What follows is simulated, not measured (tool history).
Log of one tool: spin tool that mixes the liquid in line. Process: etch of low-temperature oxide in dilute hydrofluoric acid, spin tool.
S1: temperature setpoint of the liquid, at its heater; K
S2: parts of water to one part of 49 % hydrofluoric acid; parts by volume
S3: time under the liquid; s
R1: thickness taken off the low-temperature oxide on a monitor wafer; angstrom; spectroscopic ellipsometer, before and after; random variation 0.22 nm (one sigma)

| run | hour | S1 | S2 | S3 | R1 |
|---|---|---|---|---|---|
| 1 | 0.0 | 297.15 | 130 | 295 | 594.03 |
| 2 | 2.1 | 297.15 | 130 | 295 | 591.79 |
| 3 | 9.1 | 295.65 | 135 | 295 | 535.73 |
| 4 | 10.1 | 295.65 | 135 | 315 | 568.54 |
| 5 | 16.7 | 294.15 | 140 | 315 | 508.99 |
| 6 | 24.8 | 291.65 | 140 | 315 | 463.61 |

The next listed run, before its measurement:
| 7 | 31.6 | 291.65 | 140 | 315 | ? |

{"run 7": {"R1": 465.14}}

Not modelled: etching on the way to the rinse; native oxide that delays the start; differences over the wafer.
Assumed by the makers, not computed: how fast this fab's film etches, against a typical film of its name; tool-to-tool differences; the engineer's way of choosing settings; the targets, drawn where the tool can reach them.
